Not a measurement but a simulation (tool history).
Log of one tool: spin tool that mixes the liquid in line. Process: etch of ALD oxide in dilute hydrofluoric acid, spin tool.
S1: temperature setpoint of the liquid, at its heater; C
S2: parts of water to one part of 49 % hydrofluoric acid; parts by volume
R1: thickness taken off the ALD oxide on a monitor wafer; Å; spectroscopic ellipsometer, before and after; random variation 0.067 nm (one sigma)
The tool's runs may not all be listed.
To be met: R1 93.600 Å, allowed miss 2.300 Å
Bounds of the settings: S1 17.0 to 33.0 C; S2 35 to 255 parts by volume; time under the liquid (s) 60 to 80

Run 1, hour 0.0: S1 25.0 C, S2 145 parts by volume, time under the liquid (s) 80. Result: R1 64.491 Å.
Run 2, hour 3.3: S1 27.5 C, S2 145 parts by volume, time under the liquid (s) 80. Result: R1 71.112 Å.
Run 3, hour 11.0: S1 27.5 C, S2 145 parts by volume, time under the liquid (s) 60. Result: R1 53.119 Å.
Run 4, hour 13.1: S1 27.5 C, S2 145 parts by volume, time under the liquid (s) 80. Result: R1 70.081 Å.
Run 5, hour 20.8: S1 24.0 C, S2 145 parts by volume, time under the liquid (s) 80. Result: R1 62.993 Å.
Run 6, hour 24.4: S1 25.5 C, S2 140 parts by volume, time under the liquid (s) 80. Result: R1 68.731 Å.
Run 7, hour 28.2: S1 25.5 C, S2 140 parts by volume, time under the liquid (s) 80. Result: R1 68.070 Å.
At hour 28.9: hydrofluoric acid flow meter replaced.
Run 8, hour 28.9: S1 27.0 C, S2 135 parts by volume, time under the liquid (s) 80. Result: R1 82.514 Å.
Run 9, hour 34.9: S1 27.0 C, S2 135 parts by volume, time under the liquid (s) 80. Result: R1 81.545 Å.
Run 10, hour 38.9: S1 27.5 C, S2 135 parts by volume, time under the liquid (s) 80. Result: R1 82.774 Å.
Run 11, hour 43.9: S1 28.0 C, S2 135 parts by volume, time under the liquid (s) 80. Result: R1 85.107 Å.
Run 12, hour 49.7: S1 28.5 C, S2 135 parts by volume, time under the liquid (s) 80. Result: R1 87.663 Å.

Which of these 4 next moves meets every target?
Run A, hour 55.5: S1 29.0 C, S2 120 parts by volume, time under the liquid (s) 70. Result: R1 ?.
Run B, hour 55.5: S1 29.0 C, S2 115 parts by volume, time under the liquid (s) 70. Result: R1 ?.
Run C, hour 55.5: S1 27.0 C, S2 120 parts by volume, time under the liquid (s) 75. Result: R1 ?.
Run D, hour 55.5: S1 28.5 C, S2 140 parts by volume, time under the liquid (s) 80. Result: R1 ?.

move      R1
   A  89.204
   B  93.710
   C  88.656
   D  83.561
A: nearer than the last run, and not there yet
B: meets every target
C: nearer than the last run, and not there yet
D: further off than the last run
Move B is the one to make.
